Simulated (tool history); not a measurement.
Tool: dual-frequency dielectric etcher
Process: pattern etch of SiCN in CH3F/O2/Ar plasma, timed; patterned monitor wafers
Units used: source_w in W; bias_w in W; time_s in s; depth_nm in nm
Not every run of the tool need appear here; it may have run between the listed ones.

run 1 hour=0 | source_w=370 bias_w=70 time_s=70 | depth_nm=24.908
run 2 hour=1.9 | source_w=370 bias_w=65 time_s=70 | depth_nm=23.942
run 3 hour=2.8 | source_w=370 bias_w=54 time_s=70 | depth_nm=22.227
run 4 hour=7.6 | source_w=370 bias_w=54 time_s=73 | depth_nm=22.921
-- hour=11.9 wet clean of the chamber
run 5 hour=11.9 | source_w=340 bias_w=51 time_s=73 | depth_nm=21.181
run 6 hour=17 | source_w=320 bias_w=51 time_s=73 | depth_nm=20.441

Run 7, settings as shown, results not yet in. Your forecast:
run 7 hour=25.3 | source_w=310 bias_w=51 time_s=73 | depth_nm=?

{"run 7": {"depth_nm": 20.262}}
